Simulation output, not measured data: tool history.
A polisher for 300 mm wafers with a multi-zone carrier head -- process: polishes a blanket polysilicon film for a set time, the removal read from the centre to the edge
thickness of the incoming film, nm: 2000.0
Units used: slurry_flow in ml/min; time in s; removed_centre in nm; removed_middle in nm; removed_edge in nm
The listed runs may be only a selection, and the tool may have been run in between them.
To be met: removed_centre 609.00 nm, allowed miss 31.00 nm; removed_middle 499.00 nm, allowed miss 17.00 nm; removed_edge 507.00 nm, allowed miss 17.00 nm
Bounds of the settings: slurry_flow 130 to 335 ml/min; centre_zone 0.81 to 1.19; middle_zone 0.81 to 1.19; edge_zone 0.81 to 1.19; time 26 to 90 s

run	hour	slurry_flow	centre_zone	middle_zone	edge_zone	time	removed_centre	removed_middle	removed_edge
1	0.0	215	1.00	1.00	1.00	58	398.03	410.75	401.09
2	1.9	235	1.06	1.00	1.02	61	445.39	430.66	426.54
3	3.8	235	1.06	1.08	1.02	61	445.29	450.15	437.57
4	7.2	235	1.06	1.08	0.99	61	437.49	459.69	425.18
5	10.2	235	1.06	1.08	1.04	61	445.58	452.96	436.78
6	17.2	250	1.10	1.05	1.04	64	497.71	461.10	457.86
7	26.0	260	1.13	1.06	1.05	66	511.24	484.34	474.27
8	29.0	265	1.15	1.01	1.04	68	547.29	476.85	498.24
9	34.8	280	1.16	1.00	0.99	69	547.91	493.13	483.95

Which of these 4 next moves meets every target?
A	40.6	335	1.16	1.08	0.90	65	?	?	?
B	40.6	270	1.19	0.97	0.97	72	?	?	?
C	40.6	330	1.10	0.99	1.07	68	?	?	?
D	40.6	275	1.14	1.03	0.91	66	?	?	?

move	removed_centre	removed_middle	removed_edge
A	525.05	494.53	447.91
B	582.99	490.51	507.13
C	521.05	479.96	509.17
D	514.11	473.99	451.41
A: moves away from the targets compared with the last run
B: in spec on every target
C: moves away from the targets compared with the last run
D: moves away from the targets compared with the last run
The move that meets every target is B.

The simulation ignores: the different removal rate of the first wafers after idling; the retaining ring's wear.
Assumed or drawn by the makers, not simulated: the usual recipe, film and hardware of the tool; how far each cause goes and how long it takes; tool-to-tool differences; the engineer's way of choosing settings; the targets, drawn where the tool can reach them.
